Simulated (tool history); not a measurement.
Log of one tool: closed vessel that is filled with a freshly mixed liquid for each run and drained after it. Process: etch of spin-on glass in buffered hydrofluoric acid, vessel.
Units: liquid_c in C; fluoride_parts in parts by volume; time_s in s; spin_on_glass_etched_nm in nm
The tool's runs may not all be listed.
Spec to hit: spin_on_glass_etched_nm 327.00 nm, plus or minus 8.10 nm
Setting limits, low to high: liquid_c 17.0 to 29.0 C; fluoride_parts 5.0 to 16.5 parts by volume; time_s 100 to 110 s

{"run": 1, "hour": 0.0, "liquid_c": 21.0, "fluoride_parts": 10.0, "time_s": 100, "spin_on_glass_etched_nm": 394.01}
{"run": 2, "hour": 2.7, "liquid_c": 21.0, "fluoride_parts": 11.0, "time_s": 100, "spin_on_glass_etched_nm": 356.44}
{"run": 3, "hour": 5.9, "liquid_c": 19.0, "fluoride_parts": 11.0, "time_s": 100, "spin_on_glass_etched_nm": 322.49}
{"run": 4, "hour": 12.3, "liquid_c": 21.5, "fluoride_parts": 11.0, "time_s": 100, "spin_on_glass_etched_nm": 366.07}
{"run": 5, "hour": 13.3, "liquid_c": 21.0, "fluoride_parts": 11.0, "time_s": 100, "spin_on_glass_etched_nm": 354.19}
{"run": 6, "hour": 18.5, "liquid_c": 21.0, "fluoride_parts": 11.0, "time_s": 110, "spin_on_glass_etched_nm": 396.24}
{"run": 7, "hour": 20.9, "liquid_c": 20.0, "fluoride_parts": 11.0, "time_s": 110, "spin_on_glass_etched_nm": 372.59}
{"run": 8, "hour": 26.1, "liquid_c": 19.5, "fluoride_parts": 11.0, "time_s": 110, "spin_on_glass_etched_nm": 361.25}

Of the 4 settings listed for the next run, only one would bring every result within its allowed miss of target. Which one?
{"run": "A", "hour": 31.3, "liquid_c": 20.0, "fluoride_parts": 10.0, "time_s": 105, "spin_on_glass_etched_nm": "?"}
{"run": "B", "hour": 31.3, "liquid_c": 19.0, "fluoride_parts": 12.0, "time_s": 105, "spin_on_glass_etched_nm": "?"}
{"run": "C", "hour": 31.3, "liquid_c": 21.0, "fluoride_parts": 10.5, "time_s": 110, "spin_on_glass_etched_nm": "?"}
{"run": "D", "hour": 31.3, "liquid_c": 18.5, "fluoride_parts": 10.5, "time_s": 100, "spin_on_glass_etched_nm": "?"}

move=A spin_on_glass_etched_nm=388.39
move=B spin_on_glass_etched_nm=307.33
move=C spin_on_glass_etched_nm=410.28
move=D spin_on_glass_etched_nm=324.18
A: further off than the last run
B: moves the result that the last run missed by most past its target, out the other side
C: further off than the last run
D: meets every target
Correct choice: D, which meets every target
